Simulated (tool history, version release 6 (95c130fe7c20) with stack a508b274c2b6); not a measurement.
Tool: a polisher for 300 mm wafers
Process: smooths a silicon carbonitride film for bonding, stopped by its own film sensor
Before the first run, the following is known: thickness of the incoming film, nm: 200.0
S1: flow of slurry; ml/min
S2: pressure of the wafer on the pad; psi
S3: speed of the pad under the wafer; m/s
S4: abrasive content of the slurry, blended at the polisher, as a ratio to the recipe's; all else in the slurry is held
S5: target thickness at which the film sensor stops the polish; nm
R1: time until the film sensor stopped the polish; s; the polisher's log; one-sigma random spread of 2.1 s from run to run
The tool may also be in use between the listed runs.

| run | day | S1 | S2 | S3 | S4 | S5 | R1 |
|---|---|---|---|---|---|---|---|
| 1 | 0.000 | 145 | 2.2 | 1.10 | 1.00 | 149 | 156.30 |
| 2 | 0.175 | 140 | 2.1 | 1.10 | 1.00 | 149 | 165.83 |
| 3 | 0.296 | 140 | 2.4 | 1.10 | 1.00 | 149 | 147.77 |
| 4 | 0.400 | 140 | 2.4 | 1.10 | 0.95 | 149 | 144.69 |
| 5 | 0.508 | 135 | 2.3 | 1.10 | 0.95 | 149 | 153.88 |
| 6 | 0.846 | 135 | 2.2 | 1.10 | 0.95 | 149 | 160.11 |
| 7 | 1.021 | 135 | 2.1 | 1.10 | 0.95 | 149 | 166.44 |
| 8 | 1.358 | 135 | 2.0 | 1.10 | 0.95 | 149 | 176.48 |

Estimate the outcome of run 9 from the log above:
|  | 1.429 | head pressure recalibrated |
| 9 | 1.429 | 115 | 1.4 | 1.08 | 0.95 | 149 | ? |

{"run 9": {"R1": 267.59}}
